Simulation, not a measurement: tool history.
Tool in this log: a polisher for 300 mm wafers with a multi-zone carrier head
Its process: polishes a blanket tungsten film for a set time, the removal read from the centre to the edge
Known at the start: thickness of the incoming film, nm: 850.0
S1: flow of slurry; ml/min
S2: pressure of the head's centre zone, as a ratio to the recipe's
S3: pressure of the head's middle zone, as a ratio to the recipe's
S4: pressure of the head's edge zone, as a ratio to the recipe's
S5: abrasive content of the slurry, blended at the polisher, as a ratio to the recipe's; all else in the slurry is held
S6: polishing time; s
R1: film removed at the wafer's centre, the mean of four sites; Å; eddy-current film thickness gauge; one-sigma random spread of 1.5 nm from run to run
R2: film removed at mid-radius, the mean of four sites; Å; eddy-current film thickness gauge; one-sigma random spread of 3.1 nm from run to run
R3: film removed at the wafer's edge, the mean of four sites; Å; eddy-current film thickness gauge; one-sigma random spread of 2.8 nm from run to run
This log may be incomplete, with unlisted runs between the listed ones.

run,hour,S1,S2,S3,S4,S5,S6,R1,R2,R3
1,0,235,1,1,1,1,48,1820.4,1891.2,1816.1
2,6.4,245,1.03,1.01,1.02,1.05,48,1926.7,1916.5,1822.5
3,13.4,245,1.03,0.95,1.02,1.05,48,1907.6,1861.5,1834.4
4,20.1,280,1.03,0.95,1.02,1.05,48,1975.6,1876,1881.3
5,29.1,280,1.03,0.95,1.02,1.05,54,2172.8,2150.6,2131.9
6,30,280,1.03,0.99,1.02,1.05,54,2192,2172.6,2069.5

For run 7, what comes out?
7,34.2,290,1.04,0.99,1.02,1.05,54,?,?,?

{"run 7": {"R1": 2207.2, "R2": 2247.2, "R3": 2069.2}}

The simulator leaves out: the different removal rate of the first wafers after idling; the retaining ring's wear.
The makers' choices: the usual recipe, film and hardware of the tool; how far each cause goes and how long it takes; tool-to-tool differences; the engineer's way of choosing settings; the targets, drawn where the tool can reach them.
